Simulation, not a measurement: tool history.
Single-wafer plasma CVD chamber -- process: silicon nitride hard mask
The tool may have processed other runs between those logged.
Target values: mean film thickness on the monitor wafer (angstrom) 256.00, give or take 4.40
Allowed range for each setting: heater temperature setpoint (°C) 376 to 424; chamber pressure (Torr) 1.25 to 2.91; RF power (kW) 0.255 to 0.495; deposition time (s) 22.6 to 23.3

run    day  heater temperature setpoint (°C)  chamber pressure (Torr)  RF power (kW)  deposition time (s)  mean film thickness on the monitor wafer (angstrom)
  1  0.000                               400                     2.08          0.375                 22.6                                               313.34
  2  0.142                               400                     2.08          0.375                 23.3                                               323.98
  3  0.367                               400                     1.93          0.355                 23.2                                               305.77
  4  0.675                               400                     1.81          0.340                 23.2                                               297.89
  5  0.725                               400                     1.73          0.325                 23.2                                               286.40
  6  0.892                               400                     1.65          0.315                 23.2                                               275.58
  7  0.992                               400                     1.58          0.310                 23.2                                               275.29
  8  1.154                               400                     1.53          0.305                 23.2                                               268.78
  9  1.425                               400                     1.48          0.300                 23.2                                               262.50
 10  1.729                               400                     1.45          0.300                 23.2                                               263.64

4 next moves are on the table. One of them brings every result within its allowed miss. Which?
  A  2.033                               397                     1.39          0.325                 23.2                                                    ?
  B  2.033                               398                     1.67          0.295                 23.3                                                    ?
  C  2.033                               406                     1.55          0.300                 23.3                                                    ?
  D  2.033                               399                     1.43          0.280                 23.3                                                    ?

move  mean film thickness on the monitor wafer (angstrom)
   A                                               270.81
   B                                               275.22
   C                                               270.37
   D                                               256.44
A: its largest miss is bigger than the last run's
B: its largest miss is bigger than the last run's
C: its largest miss is bigger than the last run's
D: meets every target
Correct choice: D, which meets every target
